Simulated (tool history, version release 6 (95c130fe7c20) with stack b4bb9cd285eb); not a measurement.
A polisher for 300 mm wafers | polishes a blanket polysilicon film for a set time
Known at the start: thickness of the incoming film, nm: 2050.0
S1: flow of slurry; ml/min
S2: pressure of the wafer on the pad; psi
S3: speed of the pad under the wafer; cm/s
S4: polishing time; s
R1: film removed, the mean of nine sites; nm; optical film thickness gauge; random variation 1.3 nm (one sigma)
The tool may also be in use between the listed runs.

run	hour	S1	S2	S3	S4	R1
1	0	320	2.4	92	39	222.84
2	5.4	320	2.4	72	39	189.48
3	11.2	320	2.3	72	39	181.07
4	15.7	320	2.2	72	39	172.44
5	23.5	320	2.1	72	39	163.38
6	28	360	2.1	72	39	167.71
7	35.6	355	2	72	39	161.14
8	38.7	350	1.9	72	39	153.05
9	39.6	345	1.6	72	39	128.92
10	40.6	350	1.6	72	39	128.84

Run 11 comes next. What will it give?
11	43.3	355	1.6	72	39	?

R1: 130.81 nm

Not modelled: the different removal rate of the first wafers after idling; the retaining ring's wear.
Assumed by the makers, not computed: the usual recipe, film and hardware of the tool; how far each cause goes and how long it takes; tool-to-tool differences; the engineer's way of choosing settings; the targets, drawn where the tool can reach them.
